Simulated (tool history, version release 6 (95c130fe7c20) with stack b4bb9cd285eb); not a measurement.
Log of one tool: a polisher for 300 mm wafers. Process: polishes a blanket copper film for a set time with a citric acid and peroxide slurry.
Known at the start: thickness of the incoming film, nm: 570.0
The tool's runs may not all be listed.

run  hour  flow of slurry (ml/min)  pressure of the wafer on the pad (psi)  speed of the pad under the wafer (m/s)  abrasive content of the slurry  polishing time (s)  film removed (nm)
  1   0.0                      230                                     2.8                                    1.28                             1.0                  87             238.64
  2   6.3                      255                                     2.8                                    1.28                             1.0                  87             249.44
  3  13.2                      200                                     2.8                                    1.28                             1.0                  87             231.62
  4  17.1                      180                                     2.8                                    1.28                             1.0                  87             237.45
  5  17.8                      180                                     2.8                                    1.28                             1.0                  92             245.71
  6  26.5                      180                                     2.9                                    1.28                             1.0                  92             245.92
  7  31.8                      185                                     3.1                                    1.28                             1.0                  92             275.22
  8  34.4                      185                                     3.2                                    1.28                             1.0                  92             283.98

Run 9 comes next. What will it give?
  9  36.6                      185                                     3.3                                    1.28                             1.0                  92                  ?

film removed (nm): 283.26

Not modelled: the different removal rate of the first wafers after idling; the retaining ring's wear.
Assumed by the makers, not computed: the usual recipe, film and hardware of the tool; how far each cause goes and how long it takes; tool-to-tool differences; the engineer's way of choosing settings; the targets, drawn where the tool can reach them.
